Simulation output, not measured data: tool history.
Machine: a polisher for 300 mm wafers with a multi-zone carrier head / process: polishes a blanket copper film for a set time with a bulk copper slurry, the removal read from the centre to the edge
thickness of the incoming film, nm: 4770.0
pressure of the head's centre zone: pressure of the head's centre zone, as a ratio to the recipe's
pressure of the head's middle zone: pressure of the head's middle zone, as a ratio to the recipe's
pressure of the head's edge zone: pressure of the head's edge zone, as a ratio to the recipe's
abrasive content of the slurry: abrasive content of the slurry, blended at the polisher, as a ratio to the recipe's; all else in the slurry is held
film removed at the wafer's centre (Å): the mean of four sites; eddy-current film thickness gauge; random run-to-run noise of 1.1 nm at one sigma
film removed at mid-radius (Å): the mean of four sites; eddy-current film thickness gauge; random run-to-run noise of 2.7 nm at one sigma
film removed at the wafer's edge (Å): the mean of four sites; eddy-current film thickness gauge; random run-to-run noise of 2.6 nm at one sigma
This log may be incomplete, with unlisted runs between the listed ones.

| run | hour | flow of slurry (ml/min) | pressure of the head's centre zone | pressure of the head's middle zone | pressure of the head's edge zone | abrasive content of the slurry | polishing time (s) | film removed at the wafer's centre (Å) | film removed at mid-radius (Å) | film removed at the wafer's edge (Å) |
|---|---|---|---|---|---|---|---|---|---|---|
| 1 | 0.0 | 145 | 1.00 | 1.00 | 1.00 | 1.0 | 36 | 2090.2 | 2125.9 | 2151.2 |
| 2 | 8.2 | 135 | 0.98 | 1.00 | 1.01 | 1.0 | 36 | 2001.2 | 2109.5 | 2150.4 |
| 3 | 9.9 | 130 | 0.97 | 1.00 | 1.01 | 1.0 | 36 | 1976.3 | 2076.2 | 2090.2 |
| 4 | 17.4 | 110 | 0.97 | 1.00 | 1.01 | 1.0 | 36 | 1893.5 | 1983.0 | 1999.3 |
| 5 | 25.0 | 110 | 0.96 | 1.00 | 1.03 | 1.0 | 36 | 1842.6 | 1996.5 | 2035.1 |
| 6 | 28.5 | 110 | 0.95 | 1.00 | 1.04 | 1.0 | 36 | 1833.1 | 1946.4 | 2067.6 |

What does the tool deliver on the next run?
| 7 | 32.0 | 110 | 0.94 | 1.01 | 1.04 | 1.0 | 36 | ? | ? | ? |

{"run 7": {"film removed at the wafer's centre (Å)": 1829.7, "film removed at mid-radius (Å)": 2016.0, "film removed at the wafer's edge (Å)": 2078.4}}
